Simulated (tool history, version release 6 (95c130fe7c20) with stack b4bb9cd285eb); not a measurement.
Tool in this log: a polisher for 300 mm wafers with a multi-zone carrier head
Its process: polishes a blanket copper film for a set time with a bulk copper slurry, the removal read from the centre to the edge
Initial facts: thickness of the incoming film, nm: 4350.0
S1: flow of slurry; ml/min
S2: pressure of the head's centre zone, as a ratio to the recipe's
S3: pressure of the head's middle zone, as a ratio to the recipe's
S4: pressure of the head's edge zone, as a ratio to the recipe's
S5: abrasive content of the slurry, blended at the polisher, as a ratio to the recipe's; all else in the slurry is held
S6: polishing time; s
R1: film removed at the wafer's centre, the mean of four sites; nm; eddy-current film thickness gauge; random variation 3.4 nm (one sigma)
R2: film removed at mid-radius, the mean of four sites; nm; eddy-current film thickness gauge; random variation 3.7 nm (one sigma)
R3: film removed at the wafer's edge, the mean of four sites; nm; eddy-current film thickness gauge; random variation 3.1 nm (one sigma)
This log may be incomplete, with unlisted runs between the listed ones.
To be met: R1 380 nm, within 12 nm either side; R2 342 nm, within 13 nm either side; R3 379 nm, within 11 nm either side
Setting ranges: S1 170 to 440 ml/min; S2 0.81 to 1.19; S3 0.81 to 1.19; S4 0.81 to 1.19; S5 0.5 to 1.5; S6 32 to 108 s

run  hour   S1    S2    S3    S4    S5  S6      R1      R2      R3
  1     0  280     1     1     1     1  70  515.66  501.48  502.09
  2   0.7  280  0.97     1     1     1  70  509.53  494.21  498.93
  3   8.2  280  0.94     1     1     1  70   495.9  488.15  500.94
  4  16.7  280  0.94     1     1   0.9  70  484.86  482.14  491.16
  5  17.8  280  0.94  0.96     1   0.9  70  484.47  467.53  497.43
  6  20.8  280  0.94  0.96     1   1.1  70  505.42  493.49  507.31
  7  29.3  275  0.94  0.93  0.95   0.9  66  462.65  431.17  455.08
     31.1  -- slurry nozzle cleaned
  8  31.1  265  0.92  0.91  0.92  0.75  64  433.28  406.26     413
  9  32.2  260   0.9  0.88  0.93  0.65  63  406.94  364.45  400.43

Next run, 5 choices. One meets every target within its allowed miss, the rest don't. Which?
  A  33.3  275  0.88  1.04  0.81   0.7  58   ?   ?   ?
  B  33.3  285  0.87  0.94  0.81     1  55   ?   ?   ?
  C  33.3  220  0.85  0.93  1.05   0.8  54   ?   ?   ?
  D  33.3  295   0.9  0.86  0.96   0.9  54   ?   ?   ?
  E  33.3  255  0.82  0.89  0.96  0.65  63   ?   ?   ?

move      R1      R2      R3
   A  377.21  402.83   347.1
   B  384.01  379.24  356.06
   C  346.59  344.51   368.5
   D  376.79  338.94  369.24
   E  384.74  375.89  398.89
A: corrects the largest miss of the last run, while another result sits out of spec
B: corrects the largest miss of the last run, while another result sits out of spec
C: the result that was furthest off in the last run now lies on the other side of its target
D: all results land within tolerance of their targets
E: corrects the largest miss of the last run, while another result sits out of spec
The move that meets every target is D.
